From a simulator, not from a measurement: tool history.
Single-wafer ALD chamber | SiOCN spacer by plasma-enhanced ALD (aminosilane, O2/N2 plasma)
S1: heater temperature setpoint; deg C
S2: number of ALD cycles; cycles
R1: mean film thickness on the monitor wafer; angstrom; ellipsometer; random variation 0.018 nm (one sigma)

run    day   S1   S2      R1
  1  0.000  375  114  65.093
  2  0.054  368  114  64.631
  3  0.204  378  114  64.677
  4  0.483  378  110  62.432
  5  0.562  378  107  60.472
  6  0.792  378  105  59.422
  7  1.071  378   88  49.938
  8  1.379  378   89  50.461

Forecast run 9:
  9  1.700  378  95   ?

Run 9 gave R1 53.826 angstrom.

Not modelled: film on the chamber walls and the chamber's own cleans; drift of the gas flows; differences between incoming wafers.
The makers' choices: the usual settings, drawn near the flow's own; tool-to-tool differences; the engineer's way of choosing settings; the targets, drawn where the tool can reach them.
